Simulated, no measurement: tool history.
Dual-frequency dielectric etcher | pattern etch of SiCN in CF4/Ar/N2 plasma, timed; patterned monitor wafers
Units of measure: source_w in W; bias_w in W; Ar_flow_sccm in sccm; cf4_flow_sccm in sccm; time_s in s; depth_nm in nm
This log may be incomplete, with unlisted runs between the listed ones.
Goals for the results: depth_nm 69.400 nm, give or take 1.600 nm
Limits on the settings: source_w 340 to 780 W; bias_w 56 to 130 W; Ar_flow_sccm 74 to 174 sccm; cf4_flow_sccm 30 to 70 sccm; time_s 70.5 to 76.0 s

| run | hour | source_w | bias_w | Ar_flow_sccm | cf4_flow_sccm | time_s | depth_nm |
|---|---|---|---|---|---|---|---|
| 1 | 0.0 | 560 | 93 | 124 | 50 | 76.0 | 80.145 |
| 2 | 5.9 | 550 | 93 | 124 | 50 | 76.0 | 78.786 |
| 3 | 7.7 | 550 | 93 | 124 | 50 | 76.0 | 78.768 |
| 4 | 9.7 | 540 | 93 | 124 | 50 | 76.0 | 78.251 |
| 5 | 15.1 | 590 | 93 | 124 | 50 | 76.0 | 82.050 |
| 6 | 15.7 | 570 | 93 | 124 | 50 | 76.0 | 80.736 |
| 7 | 20.3 | 560 | 93 | 124 | 50 | 76.0 | 80.301 |
| 8 | 23.9 | 550 | 93 | 124 | 50 | 76.0 | 79.016 |
| 9 | 29.2 | 540 | 93 | 124 | 50 | 76.0 | 79.014 |
| 10 | 36.1 | 530 | 93 | 124 | 50 | 76.0 | 77.534 |
| 11 | 38.6 | 520 | 93 | 124 | 50 | 76.0 | 75.776 |
| 12 | 45.4 | 510 | 93 | 124 | 50 | 76.0 | 75.910 |
| 13 | 49.2 | 500 | 93 | 124 | 50 | 76.0 | 74.304 |
| 14 | 53.4 | 490 | 93 | 124 | 50 | 76.0 | 74.723 |
| 15 | 62.1 | 480 | 93 | 124 | 50 | 76.0 | 73.083 |
| 16 | 68.5 | 460 | 92 | 124 | 50 | 76.0 | 71.339 |

Which single option among these 4 for the next run brings every result within its allowed miss of target? Just one does.
| A | 74.9 | 540 | 89 | 107 | 50 | 72.5 | ? |
| B | 74.9 | 480 | 97 | 123 | 56 | 73.5 | ? |
| C | 74.9 | 450 | 97 | 115 | 52 | 73.0 | ? |
| D | 74.9 | 510 | 93 | 92 | 56 | 71.0 | ? |

| move | depth_nm |
|---|---|
| A | 74.658 |
| B | 72.432 |
| C | 69.153 |
| D | 74.220 |
A: lands further from the targets than the last run did
B: lands further from the targets than the last run did
C: every result lands within tolerance
D: lands further from the targets than the last run did
C is the move that brings every result within its allowed miss.

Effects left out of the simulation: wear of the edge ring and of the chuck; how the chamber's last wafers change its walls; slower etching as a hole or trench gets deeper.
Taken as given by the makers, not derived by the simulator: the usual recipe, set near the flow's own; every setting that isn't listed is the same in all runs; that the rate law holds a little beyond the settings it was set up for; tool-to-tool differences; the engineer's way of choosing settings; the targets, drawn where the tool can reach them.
